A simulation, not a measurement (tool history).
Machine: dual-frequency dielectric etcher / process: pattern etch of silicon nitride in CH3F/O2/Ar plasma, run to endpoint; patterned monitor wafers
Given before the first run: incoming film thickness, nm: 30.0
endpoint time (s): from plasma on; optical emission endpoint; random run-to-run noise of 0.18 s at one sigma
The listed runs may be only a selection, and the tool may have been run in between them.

| run | hour | source power (kW) | bias power (kW) | endpoint time (s) |
|---|---|---|---|---|
| 1 | 0.0 | 0.420 | 0.096 | 40.668 |
| 2 | 4.8 | 0.460 | 0.098 | 38.954 |
| 3 | 13.6 | 0.460 | 0.113 | 37.586 |
| 4 | 21.5 | 0.400 | 0.113 | 38.943 |
| 5 | 30.2 | 0.460 | 0.113 | 37.433 |
| 6 | 34.9 | 0.480 | 0.114 | 36.493 |
| 7 | 35.9 | 0.490 | 0.115 | 36.227 |

Run 8, settings as shown, results not yet in. Your forecast:
| 8 | 44.2 | 0.500 | 0.116 | ? |

{"run 8": {"endpoint time (s)": 36.085}}
